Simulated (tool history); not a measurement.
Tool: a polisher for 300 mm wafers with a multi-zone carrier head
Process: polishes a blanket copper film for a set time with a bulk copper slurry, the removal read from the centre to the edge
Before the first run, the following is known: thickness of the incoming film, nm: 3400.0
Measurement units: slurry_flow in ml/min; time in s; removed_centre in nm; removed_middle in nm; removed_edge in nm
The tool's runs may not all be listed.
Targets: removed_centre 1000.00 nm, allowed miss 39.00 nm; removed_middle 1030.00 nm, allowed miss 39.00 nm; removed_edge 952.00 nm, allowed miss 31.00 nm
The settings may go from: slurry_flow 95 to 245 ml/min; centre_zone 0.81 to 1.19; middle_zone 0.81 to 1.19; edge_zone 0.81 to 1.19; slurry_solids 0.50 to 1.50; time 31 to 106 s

| run | hour | slurry_flow | centre_zone | middle_zone | edge_zone | slurry_solids | time | removed_centre | removed_middle | removed_edge |
|---|---|---|---|---|---|---|---|---|---|---|
| 1 | 0.0 | 155 | 1.00 | 1.00 | 1.00 | 1.00 | 68 | 687.63 | 697.08 | 683.54 |
| 2 | 3.9 | 160 | 1.01 | 1.01 | 1.01 | 1.05 | 69 | 705.53 | 714.79 | 698.29 |
| 3 | 7.3 | 165 | 1.02 | 1.02 | 1.02 | 1.10 | 70 | 760.23 | 759.98 | 735.02 |
| 4 | 15.3 | 170 | 1.02 | 1.03 | 1.03 | 1.15 | 70 | 761.11 | 771.58 | 742.20 |
| 5 | 20.6 | 170 | 1.02 | 0.97 | 1.03 | 1.15 | 70 | 760.79 | 737.63 | 739.98 |
| 6 | 25.1 | 175 | 1.02 | 0.98 | 1.04 | 1.20 | 71 | 782.49 | 777.50 | 782.41 |
| 7 | 32.5 | 180 | 1.03 | 0.99 | 1.05 | 1.25 | 71 | 812.04 | 787.48 | 789.21 |
| 8 | 38.8 | 205 | 1.02 | 1.09 | 1.12 | 1.50 | 81 | 976.98 | 1050.20 | 985.85 |

Next run, 4 choices. One meets every target within its allowed miss, the rest don't. Which?
| A | 45.1 | 180 | 1.08 | 1.14 | 1.11 | 1.40 | 81 | ? | ? | ? |
| B | 45.1 | 190 | 1.02 | 1.09 | 1.19 | 1.50 | 76 | ? | ? | ? |
| C | 45.1 | 215 | 1.05 | 1.11 | 1.12 | 1.50 | 83 | ? | ? | ? |
| D | 45.1 | 175 | 1.03 | 1.15 | 1.09 | 1.40 | 79 | ? | ? | ? |

| move | removed_centre | removed_middle | removed_edge |
|---|---|---|---|
| A | 1005.50 | 1038.30 | 950.32 |
| B | 915.91 | 963.53 | 948.26 |
| C | 1051.60 | 1088.90 | 1017.30 |
| D | 929.87 | 1015.60 | 914.94 |
A: each result inside its tolerance
B: brings the result that was furthest off to its target, and leaves another outside
C: lands further from the targets than the last run did
D: pushes the last run's worst result past its target
Correct choice: A, which meets every target
